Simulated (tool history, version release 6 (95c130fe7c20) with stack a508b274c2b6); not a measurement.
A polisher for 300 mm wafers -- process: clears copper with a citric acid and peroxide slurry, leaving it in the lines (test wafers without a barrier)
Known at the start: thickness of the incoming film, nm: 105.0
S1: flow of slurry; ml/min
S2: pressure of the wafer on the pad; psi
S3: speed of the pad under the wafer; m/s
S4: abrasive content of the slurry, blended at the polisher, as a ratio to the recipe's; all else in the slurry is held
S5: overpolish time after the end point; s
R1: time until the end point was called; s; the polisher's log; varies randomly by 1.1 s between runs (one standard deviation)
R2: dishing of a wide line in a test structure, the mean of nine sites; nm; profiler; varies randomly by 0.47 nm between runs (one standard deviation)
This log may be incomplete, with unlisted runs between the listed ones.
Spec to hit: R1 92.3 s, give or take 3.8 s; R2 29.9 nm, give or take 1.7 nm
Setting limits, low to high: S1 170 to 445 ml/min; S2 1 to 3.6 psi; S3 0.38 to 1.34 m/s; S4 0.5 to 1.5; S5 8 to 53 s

run,hour,S1,S2,S3,S4,S5,R1,R2
1,0,285,2.3,0.86,1,27,74.584,27.971
2,3.9,285,2.2,0.86,1,29,77.685,28.378
3,5.8,315,2.2,0.86,1,29,76.215,29.135
4,8.6,305,2.1,0.86,1,30,79.626,28.695
5,14.3,300,2,0.86,1,31,84.527,28.566
6,15.8,300,2.5,0.86,1,31,67.314,34.564
7,24.1,295,2.3,0.86,1,32,73.525,33.214
8,26.4,295,2.3,0.86,1,32,75.174,32.742
9,28.9,285,2.2,0.86,1,33,76.8,31.714
10,31.4,275,2.1,0.86,1,34,79.349,32.028
11,39.8,275,2,0.86,1,35,85.612,32.323

Next run, 5 choices. One meets every target within its allowed miss, the rest don't. Which?
A,48.2,320,2.2,0.82,1.1,29,?,?
B,48.2,320,1.4,1.04,1.2,32,?,?
C,48.2,305,1.4,1.1,1,37,?,?
D,48.2,300,1.8,0.86,1,31,?,?
E,48.2,310,2.4,0.76,0.85,34,?,?

move,R1,R2
A,77.869,28.724
B,93.771,25.958
C,92.917,29.57
D,92.607,25.91
E,81.69,31.772
A: lands further from the targets than the last run did
B: puts the biggest miss on target and leaves a different result outside tolerance
C: in spec on every target
D: puts the biggest miss on target and leaves a different result outside tolerance
E: lands further from the targets than the last run did
The move that meets every target is C.
